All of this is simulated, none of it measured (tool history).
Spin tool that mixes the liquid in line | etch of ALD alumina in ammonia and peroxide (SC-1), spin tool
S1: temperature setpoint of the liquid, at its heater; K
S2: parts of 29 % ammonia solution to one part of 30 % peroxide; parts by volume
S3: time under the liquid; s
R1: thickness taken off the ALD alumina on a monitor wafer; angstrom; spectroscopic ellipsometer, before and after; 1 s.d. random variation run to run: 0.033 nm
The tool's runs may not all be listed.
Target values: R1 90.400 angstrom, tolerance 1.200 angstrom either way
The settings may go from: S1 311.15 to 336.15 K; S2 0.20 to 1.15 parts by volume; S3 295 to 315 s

run  hour      S1    S2   S3       R1
  1   0.0  320.15  0.65  295  157.070
  2   8.0  313.65  0.65  295  109.340
  3  13.0  313.15  0.60  295  104.300
  4  21.2  312.65  0.60  295  101.190
  5  26.7  312.65  0.60  315  109.010
  6  31.1  312.15  0.55  315  105.220
  7  35.1  312.15  0.50  315  103.560
  8  43.4  312.15  0.45  315  102.080
  9  45.1  312.15  0.40  315  101.100
 10  52.9  312.15  0.35  315  100.080
 11  57.2  312.15  0.30  315   98.160
 12  64.6  311.65  0.25  315   93.461

Which one of the following 5 next-run settings gets every result inside its allowed miss? There is exactly one.
  A  72.0  312.15  0.25  305   ?
  B  72.0  311.65  0.50  295   ?
  C  72.0  312.15  0.25  295   ?
  D  72.0  312.65  0.20  310   ?
  E  72.0  312.15  0.45  295   ?

move      R1
   A  94.214
   B  94.529
   C  91.125
   D  96.550
   E  96.409
A: further off than the last run
B: further off than the last run
C: hits every target within its allowed miss
D: further off than the last run
E: further off than the last run
Go with C: it meets all targets.

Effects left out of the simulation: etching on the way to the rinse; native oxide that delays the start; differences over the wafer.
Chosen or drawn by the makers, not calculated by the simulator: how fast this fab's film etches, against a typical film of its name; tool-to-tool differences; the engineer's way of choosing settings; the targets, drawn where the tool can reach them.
